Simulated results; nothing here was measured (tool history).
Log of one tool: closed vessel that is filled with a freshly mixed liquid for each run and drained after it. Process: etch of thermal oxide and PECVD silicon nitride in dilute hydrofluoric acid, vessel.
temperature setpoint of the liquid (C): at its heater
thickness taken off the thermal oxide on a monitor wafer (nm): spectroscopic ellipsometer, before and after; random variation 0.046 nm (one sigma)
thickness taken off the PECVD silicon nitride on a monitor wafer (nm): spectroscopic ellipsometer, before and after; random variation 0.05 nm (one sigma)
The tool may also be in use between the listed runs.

| run | day | temperature setpoint of the liquid (C) | parts of water to one part of 49 % hydrofluoric acid (parts by volume) | time in the liquid (s) | thickness taken off the thermal oxide on a monitor wafer (nm) | thickness taken off the PECVD silicon nitride on a monitor wafer (nm) |
|---|---|---|---|---|---|---|
| 1 | 0 | 25 | 95 | 155 | 7.9669 | 4.763 |
| 2 | 0.267 | 25 | 95 | 90 | 4.6454 | 2.7885 |
| 3 | 0.342 | 25 | 115 | 90 | 3.7637 | 2.3392 |
| 4 | 0.583 | 27 | 105 | 90 | 4.46 | 2.8509 |
| 5 | 0.779 | 28.5 | 100 | 90 | 5.0336 | 3.3252 |
| 6 | 1.029 | 27 | 100 | 90 | 4.7463 | 3.0346 |
| 7 | 1.196 | 28.5 | 95 | 90 | 5.3063 | 3.4941 |
| 8 | 1.479 | 29.5 | 90 | 90 | 5.7794 | 3.9177 |
| 9 | 1.725 | 30 | 85 | 90 | 6.3737 | 4.3044 |
| 10 | 2.025 | 30.5 | 85 | 90 | 6.5123 | 4.4367 |
| 11 | 2.179 | 31 | 85 | 90 | 6.6137 | 4.5335 |
| 12 | 2.492 | 31.5 | 85 | 90 | 6.7391 | 4.7237 |
| 13 | 2.671 | 32 | 85 | 90 | 6.8627 | 4.8802 |
| 14 | 2.846 | 33 | 75 | 90 | 8.197 | 5.879 |
| 15 | 2.979 | 33 | 80 | 90 | 7.6706 | 5.569 |
| 16 | 3.233 | 33 | 75 | 90 | 8.2968 | 5.9777 |
| 17 | 3.55 | 33 | 80 | 90 | 7.6126 | 5.535 |
| 18 | 3.821 | 33 | 75 | 90 | 8.1773 | 5.9745 |
| 19 | 3.979 | 32.5 | 75 | 90 | 8.0676 | 5.6744 |

Forecast run 20:
| 20 | 4.079 | 33 | 75 | 90 | ? | ? |

Run 20 gave thickness taken off the thermal oxide on a monitor wafer (nm) 8.2503, thickness taken off the PECVD silicon nitride on a monitor wafer (nm) 5.9261.
